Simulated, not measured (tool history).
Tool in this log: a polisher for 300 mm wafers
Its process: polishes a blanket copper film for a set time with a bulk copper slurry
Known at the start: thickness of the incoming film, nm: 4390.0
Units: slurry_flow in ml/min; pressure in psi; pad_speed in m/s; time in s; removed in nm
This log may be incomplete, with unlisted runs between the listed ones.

run  hour  slurry_flow  pressure  pad_speed  slurry_solids  time  removed
  1     0          155       1.7       1.38              1    19   152.43
  2   2.2          155       2.1       1.38              1    19   187.66
  3   5.3          155       1.8       1.38              1    19   159.93
  4  10.5          180       1.8       1.38              1    19   163.59
  5  12.7          180       1.7       1.38              1    19   155.18
  6  19.1          180       1.7       1.38            0.8    19   146.78
  7    28          180       1.6       1.38            0.8    19   138.92

Run 8 comes next. What will it give?
  8  31.7          180       1.6       1.38            0.8    19        ?

removed: 137.97 nm
